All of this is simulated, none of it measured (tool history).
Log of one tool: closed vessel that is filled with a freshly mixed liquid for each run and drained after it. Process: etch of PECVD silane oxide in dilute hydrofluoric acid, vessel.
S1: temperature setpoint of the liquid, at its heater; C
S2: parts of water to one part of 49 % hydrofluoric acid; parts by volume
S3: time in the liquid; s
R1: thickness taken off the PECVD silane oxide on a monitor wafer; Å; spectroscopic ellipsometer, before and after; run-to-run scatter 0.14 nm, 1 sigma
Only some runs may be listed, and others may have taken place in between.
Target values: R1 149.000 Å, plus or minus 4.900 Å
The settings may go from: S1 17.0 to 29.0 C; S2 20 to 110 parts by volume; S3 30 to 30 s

run  hour    S1  S2  S3       R1
  1   0.0  21.0  60  30   91.578
  2   6.7  19.0  60  30   83.158
  3  12.3  17.0  60  30   77.900
  4  13.1  18.5  60  30   81.719
  5  18.1  18.5  45  30  109.870
  6  19.4  18.5  55  30   90.275
  7  28.3  22.5  50  30  117.690
  8  34.4  26.5  50  30  139.740

4 next moves are on the table. One of them brings every result within its allowed miss. Which?
  A  40.5  24.0  40  30   ?
  B  40.5  27.0  45  30   ?
  C  40.5  27.5  55  30   ?
  D  40.5  25.5  45  30   ?

move       R1
   A  163.010
   B  162.690
   C  133.870
   D  153.080
A: takes the biggest miss from the last run beyond its target
B: takes the biggest miss from the last run beyond its target
C: its largest miss is bigger than the last run's
D: in spec on every target
D is the move that brings every result within its allowed miss.

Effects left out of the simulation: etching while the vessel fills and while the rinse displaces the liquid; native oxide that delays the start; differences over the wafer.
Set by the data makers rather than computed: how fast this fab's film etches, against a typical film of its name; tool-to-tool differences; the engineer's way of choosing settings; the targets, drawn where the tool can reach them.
